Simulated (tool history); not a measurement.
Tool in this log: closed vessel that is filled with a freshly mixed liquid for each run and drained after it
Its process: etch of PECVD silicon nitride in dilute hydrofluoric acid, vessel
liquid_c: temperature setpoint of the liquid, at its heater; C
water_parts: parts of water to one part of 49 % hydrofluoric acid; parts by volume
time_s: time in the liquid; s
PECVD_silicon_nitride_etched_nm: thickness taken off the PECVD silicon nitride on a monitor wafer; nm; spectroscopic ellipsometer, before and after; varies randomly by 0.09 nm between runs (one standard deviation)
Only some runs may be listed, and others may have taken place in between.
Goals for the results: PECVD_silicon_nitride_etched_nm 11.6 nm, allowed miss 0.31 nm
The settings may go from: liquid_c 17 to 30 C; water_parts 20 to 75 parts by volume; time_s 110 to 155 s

run,hour,liquid_c,water_parts,time_s,PECVD_silicon_nitride_etched_nm
1,0,22,45,155,16.81
2,2.5,21,45,155,15.742
3,9.3,21,35,155,20.024
4,10.3,20,40,155,16.319
5,13.8,20,35,155,18.944
6,22.9,19.5,40,155,15.785
7,30.8,19,40,155,15.348
8,39.3,18.5,40,155,14.99
9,41.3,18,40,155,14.211
10,48.8,17.5,45,155,12.504

Next run, 5 choices. One meets every target within its allowed miss, the rest don't. Which?
A,56.3,17,45,150,?
B,56.3,18,45,130,?
C,56.3,19,55,150,?
D,56.3,18,50,145,?
E,56.3,17,50,155,?

move,PECVD_silicon_nitride_etched_nm
A,11.523
B,10.721
C,10.923
D,10.797
E,10.753
A: all results in spec
B: takes the biggest miss from the last run beyond its target
C: takes the biggest miss from the last run beyond its target
D: takes the biggest miss from the last run beyond its target
E: takes the biggest miss from the last run beyond its target
Go with A: it meets all targets.
